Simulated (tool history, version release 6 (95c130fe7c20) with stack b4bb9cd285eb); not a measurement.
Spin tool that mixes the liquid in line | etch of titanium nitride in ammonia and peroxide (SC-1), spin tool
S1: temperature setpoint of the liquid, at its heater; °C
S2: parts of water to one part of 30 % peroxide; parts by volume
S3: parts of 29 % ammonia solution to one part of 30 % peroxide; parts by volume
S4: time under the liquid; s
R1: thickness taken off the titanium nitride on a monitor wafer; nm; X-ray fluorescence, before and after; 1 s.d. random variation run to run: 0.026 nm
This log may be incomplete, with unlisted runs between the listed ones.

run    day    S1    S2    S3   S4      R1
  1      0    60  11.5   0.6  170  17.148
  2  0.362    60  11.5  0.55  170  16.744
  3  0.588    60  11.5  0.55  170  17.034
  4  0.671  63.5  11.5  0.55  170  21.256
  5  0.729  63.5   9.5  0.55  170  23.387
  6  0.804  63.5     7  0.55  170  27.312
  7  0.908  59.5     8  0.55  170  19.728
  8  0.979  56.5   8.5  0.55  170  15.848
  9  1.004    54     9  0.55  170  12.853
 10  1.196    52     9  0.55  170  11.267
 11  1.429  50.5     9  0.55  170  10.171
 12  1.608    49     9  0.55  170  9.1198

Run 13 is up next; what results do you expect?
 13  1.908  48   9  0.55  170   ?

R1: 8.5323 nm

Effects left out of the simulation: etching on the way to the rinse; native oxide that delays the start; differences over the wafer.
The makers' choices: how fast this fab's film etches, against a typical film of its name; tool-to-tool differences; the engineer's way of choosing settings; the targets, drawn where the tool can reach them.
